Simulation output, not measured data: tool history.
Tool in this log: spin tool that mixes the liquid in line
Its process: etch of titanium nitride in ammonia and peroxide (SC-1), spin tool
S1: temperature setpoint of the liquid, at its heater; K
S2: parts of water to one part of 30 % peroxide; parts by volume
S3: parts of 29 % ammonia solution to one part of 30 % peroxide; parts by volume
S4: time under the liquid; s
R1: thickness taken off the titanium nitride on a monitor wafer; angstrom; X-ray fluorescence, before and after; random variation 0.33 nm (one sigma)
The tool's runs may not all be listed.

run	hour	S1	S2	S3	S4	R1
1	0	323.15	11	0.7	280	195.38
2	7.2	323.15	11	0.7	300	213.39
3	8.7	324.65	11	0.7	300	233.91
4	16.5	326.15	11	0.7	300	258.52
5	18.9	326.15	11	0.95	300	273.2
6	26.7	327.15	11	0.95	300	291.89

Expected results for the next run?
7	33.9	327.65	11	0.95	300	?

R1: 299.77 angstrom
